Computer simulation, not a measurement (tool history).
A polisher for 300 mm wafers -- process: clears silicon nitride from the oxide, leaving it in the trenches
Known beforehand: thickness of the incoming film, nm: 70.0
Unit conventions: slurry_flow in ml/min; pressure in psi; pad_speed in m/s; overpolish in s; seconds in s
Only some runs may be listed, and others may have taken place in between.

run	day	slurry_flow	pressure	pad_speed	overpolish	seconds
1	0.000	305	1.6	0.84	25	144.350
2	0.067	305	1.8	0.84	25	126.980
3	0.362	305	1.8	0.84	25	124.130
4	0.717	305	1.8	0.64	25	165.560
5	0.862	305	1.8	0.64	27	162.630
6	1.033	305	1.8	0.64	27	165.600
7	1.325	305	2.0	0.66	27	141.980
8	1.588	305	2.1	0.68	27	135.850
9	1.758	305	2.2	0.72	27	120.340
10	2.117	305	2.3	0.74	27	112.420
11	2.279	305	2.4	0.76	27	106.360
12	2.538	305	2.4	0.76	27	107.560
13	2.642	305	2.4	0.80	27	100.570
14	2.796	305	2.4	0.82	27	97.111
# day 3.121: slurry nozzle cleaned
15	3.121	305	2.4	0.84	27	94.787

Predict the results of run 16:
16	3.312	305	2.5	0.86	27	?

{"run 16": {"seconds": 88.889}}
